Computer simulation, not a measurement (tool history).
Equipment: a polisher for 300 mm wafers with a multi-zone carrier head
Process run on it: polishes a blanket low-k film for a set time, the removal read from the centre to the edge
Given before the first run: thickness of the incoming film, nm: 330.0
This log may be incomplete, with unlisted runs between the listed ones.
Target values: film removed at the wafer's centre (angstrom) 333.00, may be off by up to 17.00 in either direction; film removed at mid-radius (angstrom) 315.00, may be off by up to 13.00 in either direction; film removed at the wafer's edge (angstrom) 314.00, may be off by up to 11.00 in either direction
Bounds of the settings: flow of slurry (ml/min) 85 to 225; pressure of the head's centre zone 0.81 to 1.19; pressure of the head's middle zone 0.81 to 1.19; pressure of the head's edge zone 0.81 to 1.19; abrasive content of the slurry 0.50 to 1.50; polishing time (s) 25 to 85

run,hour,flow of slurry (ml/min),pressure of the head's centre zone,pressure of the head's middle zone,pressure of the head's edge zone,abrasive content of the slurry,polishing time (s),film removed at the wafer's centre (angstrom),film removed at mid-radius (angstrom),film removed at the wafer's edge (angstrom)
1,0.0,145,1.00,1.00,1.00,1.00,55,213.73,218.72,212.11
2,8.9,145,1.00,1.00,1.00,1.20,55,238.75,237.87,238.63
3,11.0,145,1.00,1.00,1.00,1.20,44,191.11,192.20,189.09
4,14.7,150,1.02,1.02,1.02,1.25,46,205.06,207.63,206.22
5,18.0,150,0.97,1.02,1.02,1.25,46,202.46,210.68,202.70
6,24.8,150,1.02,1.02,1.02,1.25,46,213.10,211.67,204.09
7,27.0,150,1.03,1.02,1.03,1.30,49,232.26,222.19,224.97
8,35.6,155,1.03,1.04,1.04,1.35,51,247.19,250.41,239.27
9,36.4,160,1.04,1.04,1.05,1.40,52,254.93,257.12,249.22
10,39.4,160,1.06,1.04,1.06,1.40,54,269.52,269.65,260.40
11,43.5,160,1.07,1.04,1.07,1.40,55,281.46,274.38,269.58
12,48.2,165,1.08,1.04,1.08,1.40,56,290.89,277.12,271.26
13,57.1,165,1.08,1.04,1.08,1.40,57,287.33,288.63,282.24

4 next moves are on the table. One of them brings every result within its allowed miss. Which?
A,66.0,150,1.03,1.05,1.11,1.25,56,?,?,?
B,66.0,205,0.82,1.09,1.18,1.15,66,?,?,?
C,66.0,165,1.09,1.02,1.08,1.50,62,?,?,?
D,66.0,165,0.81,1.17,1.19,1.30,62,?,?,?

move,film removed at the wafer's centre (angstrom),film removed at mid-radius (angstrom),film removed at the wafer's edge (angstrom)
A,253.01,261.84,261.82
B,241.14,322.27,316.99
C,329.17,313.18,315.13
D,229.16,330.82,310.10
A: further off than the last run
B: brings the last run's worst result on target, with another outside its allowed miss
C: all results land within tolerance of their targets
D: brings the last run's worst result on target, with another outside its allowed miss
The move that meets every target is C.
